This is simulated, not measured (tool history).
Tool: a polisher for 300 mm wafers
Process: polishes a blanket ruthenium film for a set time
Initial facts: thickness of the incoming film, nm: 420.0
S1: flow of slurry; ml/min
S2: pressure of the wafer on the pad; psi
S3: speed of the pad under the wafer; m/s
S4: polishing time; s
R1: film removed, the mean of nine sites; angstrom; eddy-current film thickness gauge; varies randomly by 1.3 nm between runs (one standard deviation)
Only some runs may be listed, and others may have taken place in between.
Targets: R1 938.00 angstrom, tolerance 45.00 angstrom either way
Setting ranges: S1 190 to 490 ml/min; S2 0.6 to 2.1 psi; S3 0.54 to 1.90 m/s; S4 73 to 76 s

run  hour   S1   S2    S3  S4      R1
  1   0.0  315  1.3  1.22  73  580.43
  2   7.6  315  1.4  1.22  73  633.27
  3  10.5  315  1.5  1.22  73  682.05
  4  19.2  315  1.5  1.02  73  570.66
     24.0  -- head pressure recalibrated
  5  24.0  315  1.6  1.02  73  672.13
  6  27.2  245  1.6  1.02  73  648.81
  7  30.1  245  1.7  1.02  73  692.80
  8  38.9  245  2.1  1.06  73  866.08

Next run, 5 choices. One meets every target within its allowed miss, the rest don't. Which?
  A  47.7  210  2.1  0.96  76   ?
  B  47.7  235  2.1  1.02  73   ?
  C  47.7  270  2.1  0.92  76   ?
  D  47.7  250  1.7  1.08  76   ?
  E  47.7  245  2.1  1.10  74   ?

move      R1
   A  825.88
   B  848.90
   C  808.98
   D  763.13
   E  928.71
A: lands further from the targets than the last run did
B: lands further from the targets than the last run did
C: lands further from the targets than the last run did
D: lands further from the targets than the last run did
E: hits every target within its allowed miss
Answer: E
